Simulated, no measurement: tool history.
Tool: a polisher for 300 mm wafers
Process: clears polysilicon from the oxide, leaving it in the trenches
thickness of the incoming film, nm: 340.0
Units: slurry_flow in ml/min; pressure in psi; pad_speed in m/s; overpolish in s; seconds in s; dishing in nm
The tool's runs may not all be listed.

{"run": 1, "hour": 0.0, "slurry_flow": 270, "pressure": 2.4, "pad_speed": 0.76, "overpolish": 12, "seconds": 30.398, "dishing": 42.504}
{"run": 2, "hour": 3.3, "slurry_flow": 270, "pressure": 2.3, "pad_speed": 0.76, "overpolish": 10, "seconds": 31.585, "dishing": 39.919}
{"run": 3, "hour": 4.4, "slurry_flow": 270, "pressure": 2.3, "pad_speed": 0.76, "overpolish": 6, "seconds": 32.405, "dishing": 35.461}
{"run": 4, "hour": 13.1, "slurry_flow": 270, "pressure": 2.5, "pad_speed": 0.76, "overpolish": 6, "seconds": 30.289, "dishing": 36.231}
{"run": 5, "hour": 20.0, "slurry_flow": 275, "pressure": 2.1, "pad_speed": 0.82, "overpolish": 5, "seconds": 32.685, "dishing": 32.004}
{"run": 6, "hour": 23.4, "slurry_flow": 215, "pressure": 2.1, "pad_speed": 0.82, "overpolish": 5, "seconds": 33.744, "dishing": 32.035}
{"run": 7, "hour": 24.7, "slurry_flow": 215, "pressure": 2.1, "pad_speed": 0.82, "overpolish": 5, "seconds": 33.992, "dishing": 31.395}

Forecast run 8:
{"run": 8, "hour": 33.0, "slurry_flow": 205, "pressure": 2, "pad_speed": 0.86, "overpolish": 5, "seconds": "?", "dishing": "?"}

Run 8 gave seconds 33.057 s, dishing 31.778 nm.
